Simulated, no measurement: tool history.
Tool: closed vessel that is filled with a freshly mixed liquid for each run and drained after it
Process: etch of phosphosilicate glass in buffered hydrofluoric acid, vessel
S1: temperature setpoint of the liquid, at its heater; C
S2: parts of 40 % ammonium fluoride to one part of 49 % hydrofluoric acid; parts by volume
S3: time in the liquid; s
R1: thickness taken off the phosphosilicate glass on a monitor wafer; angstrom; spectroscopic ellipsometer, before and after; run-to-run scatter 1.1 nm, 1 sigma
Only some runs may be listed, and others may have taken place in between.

| run | hour | S1 | S2 | S3 | R1 |
|---|---|---|---|---|---|
| 1 | 0 | 23 | 21.5 | 90 | 1914.4 |
| 2 | 7.9 | 23 | 15.5 | 90 | 2523.1 |
| 3 | 10.4 | 23 | 10 | 90 | 3916.2 |
| 4 | 17.3 | 25 | 10 | 90 | 4358.8 |
| 5 | 24.1 | 28 | 10 | 90 | 5112 |
| 6 | 26 | 28 | 10 | 90 | 5209.9 |
| 7 | 31 | 25.5 | 12 | 90 | 3752.9 |
| 8 | 33.9 | 23.5 | 13.5 | 90 | 3008.7 |
| 9 | 39.4 | 19.5 | 19 | 90 | 1706.9 |
| 10 | 44.2 | 19 | 19 | 90 | 1661.3 |

Estimate the outcome of run 11 from the log above:
| 11 | 49.1 | 18.5 | 19 | 90 | ? |

{"run 11": {"R1": 1627.1}}
